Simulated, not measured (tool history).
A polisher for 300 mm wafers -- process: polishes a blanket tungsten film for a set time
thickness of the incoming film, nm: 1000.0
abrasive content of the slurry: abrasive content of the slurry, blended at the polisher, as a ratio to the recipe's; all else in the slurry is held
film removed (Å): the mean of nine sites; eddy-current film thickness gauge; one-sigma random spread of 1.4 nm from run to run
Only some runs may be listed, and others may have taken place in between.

run,hour,flow of slurry (ml/min),pressure of the wafer on the pad (kPa),speed of the pad under the wafer (m/s),abrasive content of the slurry,polishing time (s),film removed (Å)
1,0.0,290,23.4,1.40,1.0,26,1433.6
2,0.6,355,23.4,1.40,1.0,26,1448.0
3,1.5,355,23.4,1.40,1.0,23,1298.5
4,7.8,355,23.4,1.40,1.0,26,1466.3
5,15.2,355,23.4,1.40,0.8,26,1387.2
6,19.3,355,24.8,1.40,0.8,26,1466.6
7,27.5,355,26.2,1.40,0.8,26,1538.6

Expected results for the next run?
8,34.1,355,27.6,1.40,0.8,26,?

{"run 8": {"film removed (Å)": 1617.6}}

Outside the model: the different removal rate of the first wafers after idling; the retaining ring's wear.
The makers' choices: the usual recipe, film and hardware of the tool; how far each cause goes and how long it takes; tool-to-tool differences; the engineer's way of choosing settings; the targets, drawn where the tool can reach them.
